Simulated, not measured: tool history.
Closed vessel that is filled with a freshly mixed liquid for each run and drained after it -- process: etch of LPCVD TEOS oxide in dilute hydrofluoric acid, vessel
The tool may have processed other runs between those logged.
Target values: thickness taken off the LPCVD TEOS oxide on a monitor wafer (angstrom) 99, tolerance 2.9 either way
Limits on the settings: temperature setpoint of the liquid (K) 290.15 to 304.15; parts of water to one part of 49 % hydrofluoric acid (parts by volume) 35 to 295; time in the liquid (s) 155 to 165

| run | day | temperature setpoint of the liquid (K) | parts of water to one part of 49 % hydrofluoric acid (parts by volume) | time in the liquid (s) | thickness taken off the LPCVD TEOS oxide on a monitor wafer (angstrom) |
|---|---|---|---|---|---|
| 1 | 0 | 296.15 | 165 | 155 | 180.4 |
| 2 | 0.3 | 294.15 | 185 | 155 | 144.95 |
| 3 | 0.483 | 294.15 | 155 | 155 | 177.04 |
| 4 | 0.692 | 292.15 | 155 | 155 | 164.73 |
| 5 | 0.971 | 291.65 | 175 | 155 | 141.81 |
|  | 1.246 | hydrofluoric acid flow meter replaced |
| 6 | 1.246 | 291.15 | 190 | 155 | 134.76 |
| 7 | 1.592 | 290.65 | 210 | 155 | 117.75 |
| 8 | 1.9 | 290.65 | 220 | 155 | 111.83 |
| 9 | 2.138 | 290.65 | 225 | 155 | 108.09 |
| 10 | 2.467 | 290.65 | 230 | 155 | 104.65 |
| 11 | 2.738 | 290.65 | 235 | 155 | 103.35 |

Which of these 5 next moves meets every target?
| A | 3.008 | 293.15 | 245 | 155 | ? |
| B | 3.008 | 293.65 | 250 | 155 | ? |
| C | 3.008 | 290.15 | 245 | 160 | ? |
| D | 3.008 | 290.65 | 270 | 165 | ? |
| E | 3.008 | 290.15 | 230 | 160 | ? |

| move | thickness taken off the LPCVD TEOS oxide on a monitor wafer (angstrom) |
|---|---|
| A | 108.77 |
| B | 108.1 |
| C | 100.09 |
| D | 93.432 |
| E | 108.04 |
A: lands further from the targets than the last run did
B: lands further from the targets than the last run did
C: all results land within tolerance of their targets
D: moves the result that the last run missed by most past its target, out the other side
E: lands further from the targets than the last run did
Move C is the one to make.
